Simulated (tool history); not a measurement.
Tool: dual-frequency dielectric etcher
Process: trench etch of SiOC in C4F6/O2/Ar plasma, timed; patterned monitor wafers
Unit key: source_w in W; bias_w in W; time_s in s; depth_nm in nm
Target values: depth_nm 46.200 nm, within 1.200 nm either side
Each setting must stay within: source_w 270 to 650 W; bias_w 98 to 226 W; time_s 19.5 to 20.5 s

run	day	source_w	bias_w	time_s	depth_nm
1	0.000	460	162	19.5	40.661
2	0.212	390	162	19.5	37.499
3	0.367	390	162	20.5	39.373
4	0.617	340	162	20.5	36.649
5	0.829	390	165	20.5	39.628
6	1.096	390	146	20.5	38.140
7	1.371	440	149	20.5	40.606
8	1.438	470	151	20.5	42.582
9	1.679	490	152	20.5	43.241
10	1.733	510	153	20.5	44.294
11	1.917	520	154	20.5	44.743

Below are 4 possible settings for the next run. Only one of them brings all results inside the allowed miss of their targets. Which is it?
A	2.100	520	160	19.5	?
B	2.100	490	176	20.0	?
C	2.100	520	168	20.5	?
D	2.100	470	168	20.0	?

move	depth_nm
A	42.757
B	43.843
C	45.594
D	42.384
A: the biggest miss grows against the last run
B: the biggest miss grows against the last run
C: every result lands within tolerance
D: the biggest miss grows against the last run
C meets every target.
